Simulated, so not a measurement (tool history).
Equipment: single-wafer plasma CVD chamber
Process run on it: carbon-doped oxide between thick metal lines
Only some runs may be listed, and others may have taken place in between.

run,hour,heater temperature setpoint (°C),chamber pressure (Torr),RF power (W),deposition time (s),mean film thickness on the monitor wafer (nm)
1,0,335,5.36,675,311,1858.7
2,4.3,335,5.36,675,321,1913.5
3,13.3,335,4.83,675,321,1887.9
4,21,337,4.46,635,320,1787.8
5,28.9,337,4.46,585,320,1688.6
6,30.3,337,5.08,585,320,1705.6
7,35.2,340,4.91,570,320,1658.7
# hour 41.9: capacitance manometer re-zeroed and calibrated
8,41.9,343,4.76,565,320,1635.7

For run 9, what comes out?
9,47.1,344,4.63,555,320,?

mean film thickness on the monitor wafer (nm): 1608.4

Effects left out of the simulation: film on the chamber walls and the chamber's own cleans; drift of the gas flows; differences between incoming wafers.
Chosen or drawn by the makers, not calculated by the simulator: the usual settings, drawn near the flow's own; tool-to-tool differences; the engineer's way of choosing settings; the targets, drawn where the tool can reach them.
